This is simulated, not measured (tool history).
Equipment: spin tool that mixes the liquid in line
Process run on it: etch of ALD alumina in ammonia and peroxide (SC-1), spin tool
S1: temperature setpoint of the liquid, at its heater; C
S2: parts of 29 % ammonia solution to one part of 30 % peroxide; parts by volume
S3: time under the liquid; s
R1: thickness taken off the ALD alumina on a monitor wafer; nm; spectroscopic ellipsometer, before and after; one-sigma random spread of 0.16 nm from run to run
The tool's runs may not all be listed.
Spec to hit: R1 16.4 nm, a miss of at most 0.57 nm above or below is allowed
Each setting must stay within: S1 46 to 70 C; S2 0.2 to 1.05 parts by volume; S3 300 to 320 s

| run | hour | S1 | S2 | S3 | R1 |
|---|---|---|---|---|---|
| 1 | 0 | 62 | 0.55 | 300 | 18.681 |
| 2 | 6.6 | 68 | 0.55 | 300 | 25.453 |
| 3 | 12.3 | 66 | 0.55 | 300 | 22.592 |
| 4 | 15.5 | 64.5 | 0.55 | 300 | 21.303 |
| 5 | 22 | 63.5 | 0.55 | 300 | 20.472 |
| 6 | 29.4 | 63.5 | 0.55 | 320 | 21.658 |
| 7 | 38.3 | 62.5 | 0.55 | 320 | 20.176 |
| 8 | 45.3 | 61.5 | 0.55 | 320 | 19.653 |
| 9 | 54.1 | 60.5 | 0.55 | 320 | 18.55 |
| 10 | 60 | 60 | 0.55 | 320 | 17.905 |

Of the 4 settings listed for the next run, only one would bring every result within its allowed miss of target. Which one?
| A | 65.9 | 60 | 0.6 | 310 | ? |
| B | 65.9 | 59 | 0.3 | 320 | ? |
| C | 65.9 | 60 | 0.65 | 305 | ? |
| D | 65.9 | 61.5 | 0.65 | 320 | ? |

| move | R1 |
|---|---|
| A | 17.421 |
| B | 15.998 |
| C | 17.27 |
| D | 19.561 |
A: better than the last run, though not everything is in spec
B: all results land within tolerance of their targets
C: better than the last run, though not everything is in spec
D: lands further from the targets than the last run did
Answer: B
